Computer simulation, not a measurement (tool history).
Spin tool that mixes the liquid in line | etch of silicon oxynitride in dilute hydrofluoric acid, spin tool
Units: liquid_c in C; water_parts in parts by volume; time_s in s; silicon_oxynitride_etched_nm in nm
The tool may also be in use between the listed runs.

{"run": 1, "hour": 0.0, "liquid_c": 22.0, "water_parts": 110, "time_s": 80, "silicon_oxynitride_etched_nm": 0.87653}
{"run": 2, "hour": 8.7, "liquid_c": 22.0, "water_parts": 110, "time_s": 80, "silicon_oxynitride_etched_nm": 0.87494}
{"run": 3, "hour": 10.3, "liquid_c": 22.0, "water_parts": 85, "time_s": 80, "silicon_oxynitride_etched_nm": 1.1518}
{"run": 4, "hour": 11.9, "liquid_c": 21.0, "water_parts": 85, "time_s": 80, "silicon_oxynitride_etched_nm": 1.1028}
{"run": 5, "hour": 18.5, "liquid_c": 21.0, "water_parts": 55, "time_s": 80, "silicon_oxynitride_etched_nm": 1.7337}
{"run": 6, "hour": 27.5, "liquid_c": 21.0, "water_parts": 35, "time_s": 80, "silicon_oxynitride_etched_nm": 2.7605}
{"run": 7, "hour": 34.4, "liquid_c": 21.0, "water_parts": 35, "time_s": 80, "silicon_oxynitride_etched_nm": 2.7656}

Forecast run 8:
{"run": 8, "hour": 36.6, "liquid_c": 20.5, "water_parts": 40, "time_s": 80, "silicon_oxynitride_etched_nm": "?"}

Run 8 gave silicon_oxynitride_etched_nm 2.35690 nm.
